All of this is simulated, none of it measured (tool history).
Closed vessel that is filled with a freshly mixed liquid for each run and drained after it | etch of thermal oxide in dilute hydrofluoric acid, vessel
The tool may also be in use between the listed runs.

run	hour	temperature setpoint of the liquid (C)	parts of water to one part of 49 % hydrofluoric acid (parts by volume)	time in the liquid (s)	thickness taken off the thermal oxide on a monitor wafer (Å)
1	0	25	40	340	454.81
2	1.2	24	40	340	440.79
3	9	26	40	340	486.5
4	15.9	24.5	40	340	449.49
5	23.4	24.5	25	340	744.47
6	29	24.5	20	340	926.84
7	37.2	20.5	35	340	434.93
8	44.3	20	35	340	427.26
9	47	20	35	340	427.24
10	54.6	19.5	35	340	421.25
11	61.4	19	35	340	417.01

Forecast run 12:
12	69.8	18.5	35	340	?

Run 12 gave thickness taken off the thermal oxide on a monitor wafer (Å) 406.22.
